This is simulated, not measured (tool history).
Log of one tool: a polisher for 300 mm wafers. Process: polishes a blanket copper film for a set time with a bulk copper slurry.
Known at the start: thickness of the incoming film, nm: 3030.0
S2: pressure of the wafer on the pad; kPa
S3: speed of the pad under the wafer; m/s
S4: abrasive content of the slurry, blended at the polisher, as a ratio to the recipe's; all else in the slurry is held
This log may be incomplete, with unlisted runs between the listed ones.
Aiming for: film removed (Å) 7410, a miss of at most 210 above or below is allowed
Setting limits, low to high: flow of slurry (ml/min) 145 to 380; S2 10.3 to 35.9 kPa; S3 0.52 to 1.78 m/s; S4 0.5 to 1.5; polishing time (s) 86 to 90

run 1 hour=0 | flow_of_slurry_(ml/min)=245 S2=22.8 S3=1.14 S4=1 polishing_time_(s)=86 | film_removed_(Å)=10624
run 2 hour=1.6 | flow_of_slurry_(ml/min)=245 S2=20.7 S3=1.14 S4=1 polishing_time_(s)=86 | film_removed_(Å)=9535.1
run 3 hour=6.3 | flow_of_slurry_(ml/min)=245 S2=19.3 S3=1.14 S4=1 polishing_time_(s)=86 | film_removed_(Å)=8981.7
run 4 hour=15 | flow_of_slurry_(ml/min)=245 S2=17.9 S3=1.14 S4=1 polishing_time_(s)=86 | film_removed_(Å)=8359.2
run 5 hour=19.3 | flow_of_slurry_(ml/min)=245 S2=17.2 S3=1.14 S4=1 polishing_time_(s)=86 | film_removed_(Å)=7972.2
run 6 hour=26.1 | flow_of_slurry_(ml/min)=245 S2=17.2 S3=1.14 S4=1 polishing_time_(s)=90 | film_removed_(Å)=8342.1
run 7 hour=29.1 | flow_of_slurry_(ml/min)=245 S2=16.5 S3=1.14 S4=1 polishing_time_(s)=90 | film_removed_(Å)=8133.6
run 8 hour=29.8 | flow_of_slurry_(ml/min)=245 S2=15.9 S3=1.14 S4=1 polishing_time_(s)=90 | film_removed_(Å)=7745.3

Which of these 4 next moves meets every target?
run A hour=30.5 | flow_of_slurry_(ml/min)=280 S2=17.2 S3=1 S4=0.95 polishing_time_(s)=90 | film_removed_(Å)=?
run B hour=30.5 | flow_of_slurry_(ml/min)=190 S2=14.5 S3=1.1 S4=1.1 polishing_time_(s)=90 | film_removed_(Å)=?
run C hour=30.5 | flow_of_slurry_(ml/min)=220 S2=17.2 S3=1.18 S4=0.9 polishing_time_(s)=89 | film_removed_(Å)=?
run D hour=30.5 | flow_of_slurry_(ml/min)=245 S2=14.5 S3=1.18 S4=0.9 polishing_time_(s)=86 | film_removed_(Å)=?

move=A film_removed_(Å)=7396.8
move=B film_removed_(Å)=6803.8
move=C film_removed_(Å)=8297.7
move=D film_removed_(Å)=6859.4
A: hits every target within its allowed miss
B: takes the biggest miss from the last run beyond its target
C: its largest miss is bigger than the last run's
D: takes the biggest miss from the last run beyond its target
The move that meets every target is A.
